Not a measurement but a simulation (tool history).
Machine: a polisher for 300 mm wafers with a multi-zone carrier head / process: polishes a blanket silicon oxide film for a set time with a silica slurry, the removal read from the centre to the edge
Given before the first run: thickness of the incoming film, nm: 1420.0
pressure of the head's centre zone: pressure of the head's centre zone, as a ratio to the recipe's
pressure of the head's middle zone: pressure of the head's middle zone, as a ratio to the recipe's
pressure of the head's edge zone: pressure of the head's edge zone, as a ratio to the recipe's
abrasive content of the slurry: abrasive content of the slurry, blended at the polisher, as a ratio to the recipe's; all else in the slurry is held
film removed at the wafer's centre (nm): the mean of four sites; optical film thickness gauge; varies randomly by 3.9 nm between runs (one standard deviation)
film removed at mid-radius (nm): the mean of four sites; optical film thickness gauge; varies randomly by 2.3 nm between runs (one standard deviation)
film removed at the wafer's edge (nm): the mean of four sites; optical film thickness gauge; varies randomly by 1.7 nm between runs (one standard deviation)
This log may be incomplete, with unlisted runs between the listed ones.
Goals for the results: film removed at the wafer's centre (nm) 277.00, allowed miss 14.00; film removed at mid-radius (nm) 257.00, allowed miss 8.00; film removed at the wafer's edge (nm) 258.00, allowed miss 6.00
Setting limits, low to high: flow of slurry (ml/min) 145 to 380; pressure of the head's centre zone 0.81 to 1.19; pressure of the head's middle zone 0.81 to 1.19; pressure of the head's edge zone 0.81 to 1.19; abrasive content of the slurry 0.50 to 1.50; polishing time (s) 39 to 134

| run | hour | flow of slurry (ml/min) | pressure of the head's centre zone | pressure of the head's middle zone | pressure of the head's edge zone | abrasive content of the slurry | polishing time (s) | film removed at the wafer's centre (nm) | film removed at mid-radius (nm) | film removed at the wafer's edge (nm) |
|---|---|---|---|---|---|---|---|---|---|---|
| 1 | 0.0 | 245 | 1.00 | 1.00 | 1.00 | 1.00 | 86 | 380.44 | 377.02 | 391.25 |
| 2 | 9.0 | 245 | 1.00 | 0.99 | 0.97 | 0.90 | 84 | 360.15 | 354.29 | 355.47 |
| 3 | 17.9 | 240 | 0.99 | 0.96 | 0.95 | 0.80 | 83 | 334.82 | 325.70 | 341.88 |
| 4 | 21.7 | 240 | 1.00 | 0.96 | 0.93 | 0.75 | 81 | 318.16 | 305.86 | 320.94 |
| 5 | 27.3 | 235 | 1.01 | 0.96 | 0.91 | 0.70 | 80 | 314.39 | 299.35 | 304.49 |
| 6 | 32.6 | 235 | 1.01 | 0.96 | 0.98 | 0.70 | 80 | 319.62 | 297.39 | 312.89 |
| 7 | 33.3 | 230 | 1.01 | 0.96 | 0.96 | 0.65 | 79 | 302.35 | 292.62 | 300.11 |
| 8 | 37.8 | 225 | 1.02 | 0.95 | 0.94 | 0.60 | 78 | 290.89 | 278.98 | 284.89 |
| 9 | 43.6 | 190 | 1.03 | 0.89 | 0.84 | 0.55 | 78 | 281.29 | 245.34 | 258.23 |
| 10 | 47.9 | 195 | 1.03 | 0.90 | 0.84 | 0.55 | 78 | 281.13 | 252.73 | 259.38 |

Pick the move, out of 5, that brings all results within their allowed miss; only one does.
| A | 52.2 | 195 | 0.90 | 0.84 | 0.84 | 0.75 | 72 | ? | ? | ? |
| B | 52.2 | 200 | 1.04 | 0.89 | 0.87 | 0.55 | 76 | ? | ? | ? |
| C | 52.2 | 185 | 1.06 | 0.88 | 0.81 | 0.50 | 79 | ? | ? | ? |
| D | 52.2 | 225 | 1.00 | 0.93 | 0.83 | 0.50 | 80 | ? | ? | ? |
| E | 52.2 | 250 | 1.09 | 0.91 | 0.81 | 0.55 | 77 | ? | ? | ? |

| move | film removed at the wafer's centre (nm) | film removed at mid-radius (nm) | film removed at the wafer's edge (nm) |
|---|---|---|---|
| A | 246.98 | 245.06 | 264.82 |
| B | 273.55 | 245.67 | 256.90 |
| C | 277.12 | 242.26 | 248.61 |
| D | 273.66 | 264.65 | 259.91 |
| E | 300.72 | 261.35 | 257.90 |
A: moves away from the targets compared with the last run
B: moves away from the targets compared with the last run
C: moves away from the targets compared with the last run
D: meets every target
E: meets the target for the result that was furthest off, but another lies outside its allowed miss
Move D is the one to make.

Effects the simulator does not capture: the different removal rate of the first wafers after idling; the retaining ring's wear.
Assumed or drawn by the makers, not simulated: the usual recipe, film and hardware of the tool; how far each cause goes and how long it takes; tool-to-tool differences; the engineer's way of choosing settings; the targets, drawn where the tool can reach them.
